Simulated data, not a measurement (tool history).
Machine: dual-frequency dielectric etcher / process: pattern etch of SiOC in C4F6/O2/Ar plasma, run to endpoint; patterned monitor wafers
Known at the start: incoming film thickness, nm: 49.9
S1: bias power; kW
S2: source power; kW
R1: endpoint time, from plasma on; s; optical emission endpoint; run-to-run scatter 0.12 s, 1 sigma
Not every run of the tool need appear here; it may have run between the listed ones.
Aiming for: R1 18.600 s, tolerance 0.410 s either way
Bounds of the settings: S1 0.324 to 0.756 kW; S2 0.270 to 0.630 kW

| run | hour | S1 | S2 | R1 |
|---|---|---|---|---|
| 1 | 0.0 | 0.540 | 0.450 | 16.662 |
| 2 | 8.8 | 0.582 | 0.450 | 16.491 |
| 3 | 16.5 | 0.582 | 0.410 | 16.960 |
| 4 | 22.4 | 0.639 | 0.410 | 16.565 |
| 5 | 28.8 | 0.639 | 0.360 | 17.198 |
| 6 | 35.9 | 0.628 | 0.360 | 17.184 |
| 7 | 44.3 | 0.616 | 0.360 | 17.141 |
| 8 | 51.4 | 0.603 | 0.350 | 17.631 |
| 9 | 58.3 | 0.595 | 0.350 | 17.609 |

5 candidate next runs follow, results not yet known. Just one meets every target within its allowed miss. Identify it.
| A | 65.2 | 0.596 | 0.350 | ? |
| B | 65.2 | 0.512 | 0.270 | ? |
| C | 65.2 | 0.513 | 0.270 | ? |
| D | 65.2 | 0.628 | 0.270 | ? |
| E | 65.2 | 0.482 | 0.290 | ? |

| move | R1 |
|---|---|
| A | 17.617 |
| B | 19.659 |
| C | 19.650 |
| D | 18.681 |
| E | 19.555 |
A: just as far off the targets as the last run
B: takes the biggest miss from the last run beyond its target
C: takes the biggest miss from the last run beyond its target
D: every result within its allowed miss
E: takes the biggest miss from the last run beyond its target
The move that meets every target is D.
